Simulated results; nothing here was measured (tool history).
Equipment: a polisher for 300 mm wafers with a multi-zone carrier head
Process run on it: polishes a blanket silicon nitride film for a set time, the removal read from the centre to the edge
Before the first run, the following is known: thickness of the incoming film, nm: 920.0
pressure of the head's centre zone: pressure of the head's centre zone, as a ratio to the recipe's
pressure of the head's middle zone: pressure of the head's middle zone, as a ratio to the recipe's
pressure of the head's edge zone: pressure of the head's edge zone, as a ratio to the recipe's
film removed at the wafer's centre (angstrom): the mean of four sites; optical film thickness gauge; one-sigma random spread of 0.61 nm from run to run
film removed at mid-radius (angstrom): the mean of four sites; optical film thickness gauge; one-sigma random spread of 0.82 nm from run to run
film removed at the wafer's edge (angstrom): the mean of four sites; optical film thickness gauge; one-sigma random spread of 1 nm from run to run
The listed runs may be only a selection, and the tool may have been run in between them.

run,hour,flow of slurry (ml/min),pressure of the head's centre zone,pressure of the head's middle zone,pressure of the head's edge zone,polishing time (s),film removed at the wafer's centre (angstrom),film removed at mid-radius (angstrom),film removed at the wafer's edge (angstrom)
1,0,230,1,1,1,35,708.47,705.37,686.32
2,5.1,230,1,1,1,28,574.87,561.97,551.29
3,9.6,230,1,0.93,1,28,574.4,520.72,555.86
4,15.2,230,1.05,0.93,1,28,602.14,527.06,550.6
5,23.6,230,1.05,0.93,1,25,536.13,468.72,496.54
6,24.1,245,1.07,0.96,1.03,28,616.24,539.66,562.75
7,27.2,260,1.09,1,1.06,30,678.83,606.18,611.17

The next listed run, before its measurement:
8,32.3,270,1.11,1.03,1.08,31,?,?,?

{"run 8": {"film removed at the wafer's centre (angstrom)": 703.89, "film removed at mid-radius (angstrom)": 643.82, "film removed at the wafer's edge (angstrom)": 631.72}}
